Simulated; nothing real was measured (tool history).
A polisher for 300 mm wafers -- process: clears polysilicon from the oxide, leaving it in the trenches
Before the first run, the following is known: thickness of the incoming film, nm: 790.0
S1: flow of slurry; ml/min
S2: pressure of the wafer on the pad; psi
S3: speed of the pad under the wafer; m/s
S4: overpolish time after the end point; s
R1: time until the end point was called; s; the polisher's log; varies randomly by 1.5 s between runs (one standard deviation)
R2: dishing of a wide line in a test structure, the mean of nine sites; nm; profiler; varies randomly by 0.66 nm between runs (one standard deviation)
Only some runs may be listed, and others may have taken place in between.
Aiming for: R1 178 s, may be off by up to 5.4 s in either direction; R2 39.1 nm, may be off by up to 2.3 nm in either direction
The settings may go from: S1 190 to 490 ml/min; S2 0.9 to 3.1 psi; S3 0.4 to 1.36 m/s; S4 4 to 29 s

run 1 hour=0 | S1=315 S2=2 S3=0.88 S4=15 | R1=84.182 R2=41.108
run 2 hour=6.6 | S1=315 S2=1.8 S3=0.84 S4=16 | R1=97.69 R2=39.639
run 3 hour=15.1 | S1=315 S2=1.6 S3=0.82 S4=18 | R1=110.29 R2=39.427
run 4 hour=18.5 | S1=315 S2=1.1 S3=0.82 S4=18 | R1=148.54 R2=35.621
run 5 hour=24.6 | S1=375 S2=1.1 S3=0.82 S4=18 | R1=147.71 R2=36.29
run 6 hour=32.1 | S1=375 S2=1.1 S3=0.82 S4=23 | R1=149.44 R2=39.399
run 7 hour=40.1 | S1=375 S2=1.1 S3=0.8 S4=24 | R1=153.83 R2=39.35
run 8 hour=43 | S1=375 S2=1.1 S3=0.8 S4=24 | R1=150.01 R2=40.009
run 9 hour=47.5 | S1=370 S2=0.9 S3=0.72 S4=25 | R1=196.15 R2=37.292
run 10 hour=52.1 | S1=370 S2=0.9 S3=0.72 S4=25 | R1=195.3 R2=35.813
run 11 hour=60.9 | S1=375 S2=0.9 S3=0.72 S4=26 | R1=194.73 R2=37.581

Next run, 4 choices. One meets every target within its allowed miss, the rest don't. Which?
run A hour=69.7 | S1=355 S2=0.9 S3=0.66 S4=29 | R1=? R2=?
run B hour=69.7 | S1=445 S2=1.2 S3=0.66 S4=27 | R1=? R2=?
run C hour=69.7 | S1=430 S2=0.9 S3=0.8 S4=27 | R1=? R2=?
run D hour=69.7 | S1=375 S2=1.1 S3=0.74 S4=26 | R1=? R2=?

move=A R1=214.07 R2=37.911
move=B R1=168.13 R2=39.87
move=C R1=178.01 R2=39.253
move=D R1=164.37 R2=39.71
A: moves away from the targets compared with the last run
B: takes the result that was furthest off past its target
C: all results land within tolerance of their targets
D: takes the result that was furthest off past its target
Go with C: it meets all targets.
